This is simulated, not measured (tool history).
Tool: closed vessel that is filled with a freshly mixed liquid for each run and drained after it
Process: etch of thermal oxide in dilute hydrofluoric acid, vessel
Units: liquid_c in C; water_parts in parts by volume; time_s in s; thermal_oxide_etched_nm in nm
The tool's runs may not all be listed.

| run | day | liquid_c | water_parts | time_s | thermal_oxide_etched_nm |
|---|---|---|---|---|---|
| 1 | 0 | 21 | 255 | 205 | 3.3108 |
| 2 | 0.158 | 22.5 | 245 | 205 | 3.6131 |
| 3 | 0.479 | 23.5 | 235 | 205 | 3.994 |
| 4 | 0.696 | 20 | 235 | 205 | 3.5289 |
| 5 | 1.008 | 21.5 | 225 | 205 | 3.908 |
|  | 1.188 | hydrofluoric acid flow meter replaced |
| 6 | 1.188 | 21.5 | 180 | 205 | 4.6388 |
| 7 | 1.371 | 21.5 | 180 | 205 | 4.6996 |

Run 8 comes next. What will it give?
| 8 | 1.621 | 22.5 | 180 | 205 | ? |

thermal_oxide_etched_nm: 4.9242 nm
